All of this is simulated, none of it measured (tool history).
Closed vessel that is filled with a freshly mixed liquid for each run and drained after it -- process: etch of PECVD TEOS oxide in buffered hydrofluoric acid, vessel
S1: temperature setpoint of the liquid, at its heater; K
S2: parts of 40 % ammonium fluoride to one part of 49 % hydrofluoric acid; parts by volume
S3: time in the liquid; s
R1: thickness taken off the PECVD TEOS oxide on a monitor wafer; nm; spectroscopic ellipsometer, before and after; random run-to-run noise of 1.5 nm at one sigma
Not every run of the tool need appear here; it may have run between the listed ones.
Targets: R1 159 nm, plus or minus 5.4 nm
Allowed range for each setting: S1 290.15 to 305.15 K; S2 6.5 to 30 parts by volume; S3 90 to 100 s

| run | hour | S1 | S2 | S3 | R1 |
|---|---|---|---|---|---|
| 1 | 0 | 297.15 | 18.5 | 90 | 86.453 |
| 2 | 1.1 | 300.15 | 18.5 | 90 | 101.41 |
| 3 | 3.1 | 300.15 | 18.5 | 100 | 113.53 |
| 4 | 9.3 | 300.65 | 18 | 100 | 118.18 |
| 5 | 14 | 301.15 | 17.5 | 100 | 124.25 |
| 6 | 20 | 299.65 | 17.5 | 100 | 117.34 |
| 7 | 21.2 | 300.65 | 17 | 100 | 126.08 |
| 8 | 23.3 | 300.65 | 17 | 100 | 125.19 |
| 9 | 27.4 | 300.65 | 17 | 100 | 126 |
| 10 | 34.9 | 301.15 | 17 | 100 | 131.49 |
| 11 | 43 | 301.65 | 17 | 100 | 133 |

Of the 5 settings listed for the next run, only one would bring every result within its allowed miss of target. Which one?
| A | 51.1 | 298.15 | 18.5 | 100 | ? |
| B | 51.1 | 297.15 | 16.5 | 90 | ? |
| C | 51.1 | 298.15 | 15 | 100 | ? |
| D | 51.1 | 302.65 | 15 | 100 | ? |
| E | 51.1 | 305.15 | 16 | 100 | ? |

| move | R1 |
|---|---|
| A | 102.36 |
| B | 97.642 |
| C | 125.82 |
| D | 160.07 |
| E | 171.27 |
A: further off than the last run
B: further off than the last run
C: further off than the last run
D: hits every target within its allowed miss
E: pushes the last run's worst result past its target
The move that meets every target is D.
